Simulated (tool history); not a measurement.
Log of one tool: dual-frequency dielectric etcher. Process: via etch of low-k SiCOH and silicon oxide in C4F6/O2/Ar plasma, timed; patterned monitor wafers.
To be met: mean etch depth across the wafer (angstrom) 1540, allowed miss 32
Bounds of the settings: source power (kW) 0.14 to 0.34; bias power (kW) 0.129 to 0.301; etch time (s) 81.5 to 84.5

run  hour  source power (kW)  bias power (kW)  etch time (s)  mean etch depth across the wafer (angstrom)
  1     0               0.24            0.215           81.5                                       1886.4
  2   4.1               0.24            0.215           84.5                                         1936
  3     9               0.24            0.215           84.5                                       1920.8
  4  15.5                0.2            0.215           84.5                                       1739.4
  5    21               0.18            0.215           84.5                                       1626.8
  6  25.2               0.15            0.215           84.5                                       1408.6
  7    26               0.16            0.216           84.5                                       1500.4
  8  29.6               0.17            0.217           84.5                                         1584

4 next moves are on the table. One of them brings every result within its allowed miss. Which?
  A  33.2               0.16            0.233           84.5                                            ?
  B  33.2               0.17            0.228           84.5                                            ?
  C  33.2               0.18             0.22           84.5                                            ?
  D  33.2               0.17            0.176             84                                            ?

move  mean etch depth across the wafer (angstrom)
   A                                         1519
   B                                       1592.6
   C                                       1634.3
   D                                       1459.9
A: meets every target
B: further off than the last run
C: further off than the last run
D: takes the result that was furthest off past its target
Answer: A
